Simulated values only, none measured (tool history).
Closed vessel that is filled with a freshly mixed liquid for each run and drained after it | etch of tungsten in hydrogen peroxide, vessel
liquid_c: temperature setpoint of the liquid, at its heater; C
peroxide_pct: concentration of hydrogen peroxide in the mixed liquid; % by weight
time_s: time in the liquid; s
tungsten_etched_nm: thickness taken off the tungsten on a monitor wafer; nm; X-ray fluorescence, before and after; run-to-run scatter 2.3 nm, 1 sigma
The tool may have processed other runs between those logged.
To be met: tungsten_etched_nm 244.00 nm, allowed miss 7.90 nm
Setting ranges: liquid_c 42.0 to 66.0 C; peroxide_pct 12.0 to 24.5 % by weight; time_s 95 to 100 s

run 1 hour=0.0 | liquid_c=58.0 peroxide_pct=16.5 time_s=95 | tungsten_etched_nm=173.10
run 2 hour=1.6 | liquid_c=52.5 peroxide_pct=16.5 time_s=95 | tungsten_etched_nm=125.61
run 3 hour=2.9 | liquid_c=55.0 peroxide_pct=16.5 time_s=95 | tungsten_etched_nm=145.60
run 4 hour=10.3 | liquid_c=57.0 peroxide_pct=16.5 time_s=95 | tungsten_etched_nm=165.47
run 5 hour=12.3 | liquid_c=53.0 peroxide_pct=16.5 time_s=95 | tungsten_etched_nm=132.03
run 6 hour=13.6 | liquid_c=53.0 peroxide_pct=19.0 time_s=95 | tungsten_etched_nm=138.77
run 7 hour=16.3 | liquid_c=55.0 peroxide_pct=19.0 time_s=95 | tungsten_etched_nm=154.76
run 8 hour=18.4 | liquid_c=56.5 peroxide_pct=19.0 time_s=95 | tungsten_etched_nm=170.09
run 9 hour=23.4 | liquid_c=63.5 peroxide_pct=19.0 time_s=95 | tungsten_etched_nm=254.97

Which single option among these 4 for the next run brings every result within its allowed miss of target? Just one does.
run A hour=28.4 | liquid_c=62.5 peroxide_pct=22.5 time_s=95 | tungsten_etched_nm=?
run B hour=28.4 | liquid_c=63.5 peroxide_pct=17.5 time_s=95 | tungsten_etched_nm=?
run C hour=28.4 | liquid_c=63.0 peroxide_pct=22.0 time_s=100 | tungsten_etched_nm=?
run D hour=28.4 | liquid_c=65.0 peroxide_pct=19.0 time_s=95 | tungsten_etched_nm=?

move=A tungsten_etched_nm=265.37
move=B tungsten_etched_nm=247.64
move=C tungsten_etched_nm=284.14
move=D tungsten_etched_nm=280.67
A: lands further from the targets than the last run did
B: each result inside its tolerance
C: lands further from the targets than the last run did
D: lands further from the targets than the last run did
The move that meets every target is B.

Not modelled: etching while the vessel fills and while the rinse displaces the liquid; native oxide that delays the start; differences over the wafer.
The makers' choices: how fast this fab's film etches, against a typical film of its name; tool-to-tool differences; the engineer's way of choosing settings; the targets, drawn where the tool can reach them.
